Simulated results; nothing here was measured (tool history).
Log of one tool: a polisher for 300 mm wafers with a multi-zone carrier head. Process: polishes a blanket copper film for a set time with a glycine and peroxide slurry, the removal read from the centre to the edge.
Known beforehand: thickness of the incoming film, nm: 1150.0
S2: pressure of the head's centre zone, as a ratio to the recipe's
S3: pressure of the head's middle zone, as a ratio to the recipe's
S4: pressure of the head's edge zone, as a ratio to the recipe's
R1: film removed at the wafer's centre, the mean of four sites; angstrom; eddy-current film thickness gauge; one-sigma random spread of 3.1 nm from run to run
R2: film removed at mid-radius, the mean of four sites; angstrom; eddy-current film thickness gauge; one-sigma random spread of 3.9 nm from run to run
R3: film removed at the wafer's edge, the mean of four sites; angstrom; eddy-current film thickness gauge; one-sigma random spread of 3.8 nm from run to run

{"run": 1, "hour": 0.0, "flow of slurry (ml/min)": 180, "S2": 1, "S3": 1, "S4": 1, "polishing time (s)": 35, "R1": 1824, "R2": 1841.5, "R3": 1813.1}
{"run": 2, "hour": 3.8, "flow of slurry (ml/min)": 180, "S2": 1, "S3": 1, "S4": 1, "polishing time (s)": 41, "R1": 2118.2, "R2": 2107.7, "R3": 2145.3}
{"run": 3, "hour": 4.4, "flow of slurry (ml/min)": 185, "S2": 1, "S3": 1.02, "S4": 1, "polishing time (s)": 42, "R1": 2142.4, "R2": 2232.4, "R3": 2221.7}
{"run": 4, "hour": 5.9, "flow of slurry (ml/min)": 190, "S2": 1.02, "S3": 1.04, "S4": 1, "polishing time (s)": 43, "R1": 2331.9, "R2": 2374.3, "R3": 2262.5}
{"run": 5, "hour": 10.2, "flow of slurry (ml/min)": 150, "S2": 1.02, "S3": 1.04, "S4": 1, "polishing time (s)": 43, "R1": 2175.6, "R2": 2284.2, "R3": 2216.2}
{"run": 6, "hour": 12.5, "flow of slurry (ml/min)": 155, "S2": 1.02, "S3": 1.06, "S4": 1.01, "polishing time (s)": 44, "R1": 2304.7, "R2": 2350.2, "R3": 2250.6}
{"run": 7, "hour": 13.0, "flow of slurry (ml/min)": 160, "S2": 1.01, "S3": 1.07, "S4": 1.01, "polishing time (s)": 45, "R1": 2301.4, "R2": 2439.3, "R3": 2309.7}
{"run": 8, "hour": 18.4, "flow of slurry (ml/min)": 165, "S2": 1.01, "S3": 1.08, "S4": 1.01, "polishing time (s)": 46, "R1": 2382.1, "R2": 2574.2, "R3": 2418.2}
{"run": 9, "hour": 24.3, "flow of slurry (ml/min)": 175, "S2": 1.01, "S3": 1.09, "S4": 1.01, "polishing time (s)": 46, "R1": 2375, "R2": 2634.4, "R3": 2391.3}

What will run 10 give?
{"run": 10, "hour": 31.3, "flow of slurry (ml/min)": 180, "S2": 1.01, "S3": 1.1, "S4": 1.01, "polishing time (s)": 46, "R1": "?", "R2": "?", "R3": "?"}

R1: 2422.3 angstrom
R2: 2598.1 angstrom
R3: 2448.6 angstrom
